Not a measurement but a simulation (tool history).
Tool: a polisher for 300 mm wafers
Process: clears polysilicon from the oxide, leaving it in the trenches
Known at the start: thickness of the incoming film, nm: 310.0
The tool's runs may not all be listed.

run,hour,flow of slurry (ml/min),pressure of the wafer on the pad (psi),speed of the pad under the wafer (m/s),overpolish time after the end point (s),time until the end point was called (s),dishing of a wide line in a test structure (nm)
1,0.0,190,1.8,0.94,16,31.685,72.889
2,7.8,190,1.7,0.94,13,34.206,67.360
3,16.4,190,1.6,0.94,11,35.470,59.103
4,18.6,190,1.6,0.94,15,36.556,66.227
5,25.5,190,1.5,0.94,14,38.607,65.902
6,30.0,190,1.5,0.94,21,37.709,77.395
7,30.7,190,1.4,0.94,18,40.580,71.305
8,33.9,190,1.4,0.94,15,40.242,66.437
9,40.8,190,1.4,0.94,13,40.570,60.457

Run 10 comes next. What will it give?
10,49.5,190,1.4,0.94,12,?,?

time until the end point was called (s): 40.318
dishing of a wide line in a test structure (nm): 61.185

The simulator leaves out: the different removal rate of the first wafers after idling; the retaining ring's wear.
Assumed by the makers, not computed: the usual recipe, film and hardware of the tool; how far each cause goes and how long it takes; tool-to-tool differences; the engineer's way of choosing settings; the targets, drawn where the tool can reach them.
